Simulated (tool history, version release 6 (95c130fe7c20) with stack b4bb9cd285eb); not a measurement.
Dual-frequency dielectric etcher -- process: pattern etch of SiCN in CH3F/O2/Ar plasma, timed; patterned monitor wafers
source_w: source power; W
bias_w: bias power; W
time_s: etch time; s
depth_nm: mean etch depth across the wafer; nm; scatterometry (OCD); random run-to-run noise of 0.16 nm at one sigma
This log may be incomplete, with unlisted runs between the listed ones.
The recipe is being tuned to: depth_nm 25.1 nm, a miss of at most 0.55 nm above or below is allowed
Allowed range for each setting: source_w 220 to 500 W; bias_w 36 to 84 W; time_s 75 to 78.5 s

run	day	source_w	bias_w	time_s	depth_nm
1	0	360	60	75	28.906
2	0.058	360	67	75	29.3
3	0.358	340	66	75	29.19
4	0.512	340	60	75	28.253
5	0.542	340	60	75	27.899
6	0.596	330	60	75	27.798
7	0.846	320	59	75	27.238
8	0.954	310	59	75	27
9	1.017	300	59	75	26.659
10	1.067	290	59	75	26.155

Exercise: of the 5 proposed moves below, exactly one satisfies all targets within the stated allowed misses. Which move is it?
A	1.117	270	60	77.5	?
B	1.117	220	64	76.5	?
C	1.117	270	61	77	?
D	1.117	250	63	78.5	?
E	1.117	270	59	76	?

move	depth_nm
A	26.55
B	24.802
C	26.512
D	26.537
E	25.904
A: moves away from the targets compared with the last run
B: in spec on every target
C: moves away from the targets compared with the last run
D: moves away from the targets compared with the last run
E: gains on the last run, yet a result remains outside its allowed miss
The move that meets every target is B.
